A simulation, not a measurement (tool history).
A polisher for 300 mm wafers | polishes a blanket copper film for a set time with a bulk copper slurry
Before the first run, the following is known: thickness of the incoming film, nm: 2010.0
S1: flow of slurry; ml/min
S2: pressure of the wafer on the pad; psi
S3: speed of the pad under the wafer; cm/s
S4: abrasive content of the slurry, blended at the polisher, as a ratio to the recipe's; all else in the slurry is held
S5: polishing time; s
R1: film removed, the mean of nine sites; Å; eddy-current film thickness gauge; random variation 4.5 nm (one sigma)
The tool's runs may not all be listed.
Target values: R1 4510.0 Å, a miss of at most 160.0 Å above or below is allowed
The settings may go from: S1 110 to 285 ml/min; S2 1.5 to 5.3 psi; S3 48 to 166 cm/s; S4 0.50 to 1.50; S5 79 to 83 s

run  hour   S1   S2   S3    S4  S5      R1
  1   0.0  180  3.4  106  1.00  79  8193.0
  2   7.8  195  3.4  106  1.00  79  8158.0
  3  15.1  195  2.8  104  1.00  79  6641.6
  4  23.2  195  2.8  104  1.00  83  7037.8
  5  27.1  195  2.4  104  1.00  83  6022.6
  6  31.0  195  2.8  104  1.00  83  7031.6
  7  38.4  195  2.4  104  1.00  83  6045.0
  8  43.9  190  2.1  104  1.00  83  5229.5
  9  45.3  170  2.1  104  1.00  83  5267.3
 10  53.5  170  1.5  104  1.00  83  3860.5
 11  55.6  170  1.5  104  1.00  83  3799.3
 12  60.3  190  1.6  104  1.00  83  4111.8

4 next moves are on the table. One of them brings every result within its allowed miss. Which?
  A  65.0  185  1.9  106  1.00  83   ?
  B  65.0  190  1.9  106  0.95  83   ?
  C  65.0  235  1.7   84  1.25  80   ?
  D  65.0  140  1.6  120  0.90  83   ?

move      R1
   A  4910.1
   B  4885.3
   C  3630.0
   D  4463.0
A: the result that was furthest off in the last run now lies on the other side of its target
B: the result that was furthest off in the last run now lies on the other side of its target
C: moves away from the targets compared with the last run
D: every result lands within tolerance
Answer: D
